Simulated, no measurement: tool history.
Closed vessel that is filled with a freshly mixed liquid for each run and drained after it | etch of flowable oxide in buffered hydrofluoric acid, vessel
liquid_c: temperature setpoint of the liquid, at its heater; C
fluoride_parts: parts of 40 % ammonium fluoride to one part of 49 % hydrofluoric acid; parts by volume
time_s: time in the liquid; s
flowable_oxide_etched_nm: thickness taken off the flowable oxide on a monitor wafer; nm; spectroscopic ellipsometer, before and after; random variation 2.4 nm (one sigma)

run  hour  liquid_c  fluoride_parts  time_s  flowable_oxide_etched_nm
  1     0        22             8.5     105                    421.51
  2   3.5        22             8.5     115                    465.39
  3    12        22             6.5     115                    611.25
  4  17.9        22               8     115                    499.87
  5  19.3        22            10.5     115                    389.33
  6  22.1      20.5              11     115                    343.39
  7  31.1      19.5            11.5     115                    309.27

The next listed run, before its measurement:
  8  39.8        19            11.5     115                         ?

Run 8 gave flowable_oxide_etched_nm 303.92 nm.

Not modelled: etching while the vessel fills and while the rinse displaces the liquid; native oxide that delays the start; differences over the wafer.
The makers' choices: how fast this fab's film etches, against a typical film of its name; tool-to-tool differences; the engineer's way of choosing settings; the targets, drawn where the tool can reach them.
